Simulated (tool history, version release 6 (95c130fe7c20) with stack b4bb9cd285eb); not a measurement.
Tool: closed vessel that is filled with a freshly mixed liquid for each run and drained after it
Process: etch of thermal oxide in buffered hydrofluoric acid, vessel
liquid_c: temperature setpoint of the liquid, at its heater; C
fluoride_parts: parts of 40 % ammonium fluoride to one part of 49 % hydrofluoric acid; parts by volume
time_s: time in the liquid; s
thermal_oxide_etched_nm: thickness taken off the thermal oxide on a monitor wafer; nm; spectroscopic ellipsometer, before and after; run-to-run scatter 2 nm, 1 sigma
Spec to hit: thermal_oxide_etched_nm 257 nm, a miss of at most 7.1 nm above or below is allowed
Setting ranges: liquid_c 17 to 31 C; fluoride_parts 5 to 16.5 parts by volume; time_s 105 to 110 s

{"run": 1, "hour": 0.0, "liquid_c": 23, "fluoride_parts": 10, "time_s": 105, "thermal_oxide_etched_nm": 113.35}
{"run": 2, "hour": 1.2, "liquid_c": 21, "fluoride_parts": 10, "time_s": 105, "thermal_oxide_etched_nm": 101.13}
{"run": 3, "hour": 1.8, "liquid_c": 21, "fluoride_parts": 11.5, "time_s": 105, "thermal_oxide_etched_nm": 89.189}
{"run": 4, "hour": 8.5, "liquid_c": 21, "fluoride_parts": 12.5, "time_s": 105, "thermal_oxide_etched_nm": 82.537}
{"run": 5, "hour": 9.7, "liquid_c": 23, "fluoride_parts": 11, "time_s": 105, "thermal_oxide_etched_nm": 103.11}
{"run": 6, "hour": 12.1, "liquid_c": 24.5, "fluoride_parts": 9.5, "time_s": 105, "thermal_oxide_etched_nm": 128.05}
{"run": 7, "hour": 15.7, "liquid_c": 26, "fluoride_parts": 8.5, "time_s": 105, "thermal_oxide_etched_nm": 154.29}
{"run": 8, "hour": 17.9, "liquid_c": 27, "fluoride_parts": 8, "time_s": 105, "thermal_oxide_etched_nm": 172.63}
{"run": 9, "hour": 26.7, "liquid_c": 28, "fluoride_parts": 7.5, "time_s": 105, "thermal_oxide_etched_nm": 193.02}
{"run": 10, "hour": 34.6, "liquid_c": 28.5, "fluoride_parts": 7, "time_s": 105, "thermal_oxide_etched_nm": 215.49}
{"run": 11, "hour": 39.3, "liquid_c": 29, "fluoride_parts": 7, "time_s": 105, "thermal_oxide_etched_nm": 220.52}
{"run": 12, "hour": 43.4, "liquid_c": 29.5, "fluoride_parts": 7, "time_s": 105, "thermal_oxide_etched_nm": 227.13}
{"run": 13, "hour": 48.8, "liquid_c": 30, "fluoride_parts": 7, "time_s": 105, "thermal_oxide_etched_nm": 231.76}

Which one of the following 4 next-run settings gets every result inside its allowed miss? There is exactly one.
{"run": "A", "hour": 54.2, "liquid_c": 27, "fluoride_parts": 5.5, "time_s": 110, "thermal_oxide_etched_nm": "?"}
{"run": "B", "hour": 54.2, "liquid_c": 30, "fluoride_parts": 7, "time_s": 110, "thermal_oxide_etched_nm": "?"}
{"run": "C", "hour": 54.2, "liquid_c": 28.5, "fluoride_parts": 7, "time_s": 105, "thermal_oxide_etched_nm": "?"}
{"run": "D", "hour": 54.2, "liquid_c": 28.5, "fluoride_parts": 7.5, "time_s": 110, "thermal_oxide_etched_nm": "?"}

move=A thermal_oxide_etched_nm=255.68
move=B thermal_oxide_etched_nm=243.58
move=C thermal_oxide_etched_nm=214.87
move=D thermal_oxide_etched_nm=208.96
A: each result inside its tolerance
B: better than the last run, though not everything is in spec
C: further off than the last run
D: further off than the last run
A is the move that brings every result within its allowed miss.
